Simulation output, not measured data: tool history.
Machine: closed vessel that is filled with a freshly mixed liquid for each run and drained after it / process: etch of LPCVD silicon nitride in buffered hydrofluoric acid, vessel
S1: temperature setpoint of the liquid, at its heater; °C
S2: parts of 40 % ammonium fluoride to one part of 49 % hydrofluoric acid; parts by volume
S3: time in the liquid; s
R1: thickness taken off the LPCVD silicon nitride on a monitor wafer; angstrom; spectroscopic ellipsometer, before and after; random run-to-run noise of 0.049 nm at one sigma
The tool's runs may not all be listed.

run,hour,S1,S2,S3,R1
1,0.0,21,16.0,1390,123.20
2,0.8,21,16.0,1390,122.48
3,6.1,20,16.0,1390,115.56
4,10.4,22,16.0,1390,129.29
# hour 14.3: hydrofluoric acid flow meter replaced
5,14.3,22,16.0,1490,131.67
6,16.9,22,16.0,1390,123.33

Run 7 comes next. What will it give?
7,17.5,21,16.5,1390,?

Run 7 produced R1 111.76 angstrom.
